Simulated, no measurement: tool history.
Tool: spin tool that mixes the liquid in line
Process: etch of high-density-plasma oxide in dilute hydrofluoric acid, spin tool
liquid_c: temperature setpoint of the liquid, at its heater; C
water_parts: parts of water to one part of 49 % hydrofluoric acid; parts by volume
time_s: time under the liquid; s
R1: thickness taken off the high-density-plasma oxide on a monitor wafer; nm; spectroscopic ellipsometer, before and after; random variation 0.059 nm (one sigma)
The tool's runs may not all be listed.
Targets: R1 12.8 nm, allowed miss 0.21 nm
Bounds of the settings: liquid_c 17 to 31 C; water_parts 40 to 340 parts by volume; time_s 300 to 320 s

{"run": 1, "hour": 0.0, "liquid_c": 23, "water_parts": 190, "time_s": 300, "R1": 7.464}
{"run": 2, "hour": 1.1, "liquid_c": 23, "water_parts": 135, "time_s": 300, "R1": 11.133}
{"run": 3, "hour": 8.2, "liquid_c": 24, "water_parts": 135, "time_s": 300, "R1": 11.517}
{"run": 4, "hour": 12.3, "liquid_c": 26, "water_parts": 135, "time_s": 300, "R1": 12.435}
{"hour": 17.2, "done": "thermometer replaced"}
{"run": 5, "hour": 17.2, "liquid_c": 26, "water_parts": 135, "time_s": 300, "R1": 13.545}
{"run": 6, "hour": 19.9, "liquid_c": 26, "water_parts": 180, "time_s": 300, "R1": 9.543}
{"run": 7, "hour": 27.1, "liquid_c": 27.5, "water_parts": 180, "time_s": 300, "R1": 10.088}
{"run": 8, "hour": 34.3, "liquid_c": 28.5, "water_parts": 175, "time_s": 300, "R1": 10.851}
{"run": 9, "hour": 35.0, "liquid_c": 29, "water_parts": 175, "time_s": 300, "R1": 11.052}
{"run": 10, "hour": 40.8, "liquid_c": 29.5, "water_parts": 170, "time_s": 300, "R1": 11.617}
{"run": 11, "hour": 48.1, "liquid_c": 30, "water_parts": 170, "time_s": 300, "R1": 11.898}
{"run": 12, "hour": 51.3, "liquid_c": 30.5, "water_parts": 170, "time_s": 300, "R1": 12.101}

Which of these 4 next moves meets every target?
{"run": "A", "hour": 54.5, "liquid_c": 31, "water_parts": 185, "time_s": 320, "R1": "?"}
{"run": "B", "hour": 54.5, "liquid_c": 30.5, "water_parts": 175, "time_s": 320, "R1": "?"}
{"run": "C", "hour": 54.5, "liquid_c": 28.5, "water_parts": 165, "time_s": 320, "R1": "?"}
{"run": "D", "hour": 54.5, "liquid_c": 31, "water_parts": 170, "time_s": 315, "R1": "?"}

move=A R1=11.653
move=B R1=12.262
move=C R1=12.266
move=D R1=12.727
A: further off than the last run
B: nearer than the last run, and not there yet
C: nearer than the last run, and not there yet
D: meets every target
Answer: D
